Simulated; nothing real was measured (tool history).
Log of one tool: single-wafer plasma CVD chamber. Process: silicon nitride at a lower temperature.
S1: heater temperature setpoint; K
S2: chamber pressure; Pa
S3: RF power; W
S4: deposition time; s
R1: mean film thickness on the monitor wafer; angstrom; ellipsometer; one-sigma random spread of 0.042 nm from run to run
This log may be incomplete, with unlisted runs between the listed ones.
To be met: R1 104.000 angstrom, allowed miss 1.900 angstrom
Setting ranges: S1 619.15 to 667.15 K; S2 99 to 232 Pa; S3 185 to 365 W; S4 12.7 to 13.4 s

Run 1, hour 0.0: S1 643.15 K, S2 165 Pa, S3 275 W, S4 13.4 s. Result: R1 148.880 angstrom.
Run 2, hour 7.5: S1 643.15 K, S2 165 Pa, S3 275 W, S4 12.7 s. Result: R1 139.580 angstrom.
Run 3, hour 11.2: S1 643.15 K, S2 151 Pa, S3 255 W, S4 12.7 s. Result: R1 125.620 angstrom.
Run 4, hour 19.2: S1 643.15 K, S2 151 Pa, S3 285 W, S4 12.7 s. Result: R1 140.120 angstrom.
Run 5, hour 22.4: S1 652.15 K, S2 151 Pa, S3 285 W, S4 12.7 s. Result: R1 139.690 angstrom.
Run 6, hour 29.0: S1 652.15 K, S2 151 Pa, S3 285 W, S4 12.7 s. Result: R1 140.200 angstrom.
Run 7, hour 31.6: S1 652.15 K, S2 139 Pa, S3 270 W, S4 12.7 s. Result: R1 129.180 angstrom.
Run 8, hour 36.8: S1 652.15 K, S2 105 Pa, S3 225 W, S4 12.7 s. Result: R1 94.646 angstrom.
Run 9, hour 39.0: S1 652.15 K, S2 112 Pa, S3 225 W, S4 12.7 s. Result: R1 97.780 angstrom.
Run 10, hour 44.7: S1 652.15 K, S2 116 Pa, S3 225 W, S4 12.7 s. Result: R1 99.745 angstrom.
Run 11, hour 47.6: S1 652.15 K, S2 135 Pa, S3 230 W, S4 12.7 s. Result: R1 107.700 angstrom.
Run 12, hour 56.5: S1 652.15 K, S2 132 Pa, S3 230 W, S4 12.7 s. Result: R1 107.700 angstrom.
Run 13, hour 60.8: S1 652.15 K, S2 129 Pa, S3 230 W, S4 12.7 s. Result: R1 106.750 angstrom.

Exactly one of the 4 candidate moves below puts every result within its allowed miss. Which one?
Run A, hour 65.1: S1 649.15 K, S2 139 Pa, S3 215 W, S4 13.3 s. Result: R1 ?.
Run B, hour 65.1: S1 648.15 K, S2 145 Pa, S3 215 W, S4 13.4 s. Result: R1 ?.
Run C, hour 65.1: S1 654.15 K, S2 123 Pa, S3 240 W, S4 12.7 s. Result: R1 ?.
Run D, hour 65.1: S1 656.15 K, S2 132 Pa, S3 215 W, S4 13.2 s. Result: R1 ?.

move       R1
   A  106.620
   B  109.380
   C  108.860
   D  103.570
A: neither nearer nor further off than the last run
B: misses by more than the last run did
C: misses by more than the last run did
D: meets every target
The move that meets every target is D.

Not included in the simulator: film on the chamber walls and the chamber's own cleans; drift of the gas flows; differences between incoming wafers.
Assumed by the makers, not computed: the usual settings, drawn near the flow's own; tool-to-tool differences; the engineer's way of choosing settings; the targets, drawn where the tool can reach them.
